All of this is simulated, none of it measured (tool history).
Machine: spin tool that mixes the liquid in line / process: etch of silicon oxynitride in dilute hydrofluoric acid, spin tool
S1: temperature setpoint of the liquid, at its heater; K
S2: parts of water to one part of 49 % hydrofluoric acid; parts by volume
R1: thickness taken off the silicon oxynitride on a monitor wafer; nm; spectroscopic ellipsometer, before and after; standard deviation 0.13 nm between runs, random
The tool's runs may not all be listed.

{"run": 1, "hour": 0.0, "S1": 294.15, "S2": 75, "time under the liquid (s)": 300, "R1": 15.562}
{"run": 2, "hour": 8.1, "S1": 295.65, "S2": 70, "time under the liquid (s)": 300, "R1": 18.079}
{"run": 3, "hour": 9.6, "S1": 295.65, "S2": 85, "time under the liquid (s)": 300, "R1": 14.77}
{"run": 4, "hour": 17.8, "S1": 296.65, "S2": 80, "time under the liquid (s)": 300, "R1": 16.481}
{"run": 5, "hour": 19.1, "S1": 296.65, "S2": 65, "time under the liquid (s)": 300, "R1": 20.499}
{"run": 6, "hour": 21.6, "S1": 295.15, "S2": 65, "time under the liquid (s)": 300, "R1": 19.093}
{"run": 7, "hour": 22.2, "S1": 296.15, "S2": 60, "time under the liquid (s)": 300, "R1": 21.699}
{"run": 8, "hour": 24.0, "S1": 297.15, "S2": 60, "time under the liquid (s)": 300, "R1": 22.936}
{"run": 9, "hour": 31.1, "S1": 298.15, "S2": 60, "time under the liquid (s)": 300, "R1": 24.027}
{"run": 10, "hour": 40.2, "S1": 298.65, "S2": 60, "time under the liquid (s)": 300, "R1": 24.704}
{"run": 11, "hour": 43.0, "S1": 299.15, "S2": 60, "time under the liquid (s)": 300, "R1": 25.085}
{"run": 12, "hour": 45.4, "S1": 302.15, "S2": 40, "time under the liquid (s)": 300, "R1": 44.502}
{"run": 13, "hour": 47.1, "S1": 301.65, "S2": 40, "time under the liquid (s)": 300, "R1": 43.204}

Expected results for the next run?
{"run": 14, "hour": 55.1, "S1": 301.15, "S2": 40, "time under the liquid (s)": 300, "R1": "?"}

{"run 14": {"R1": 42.391}}
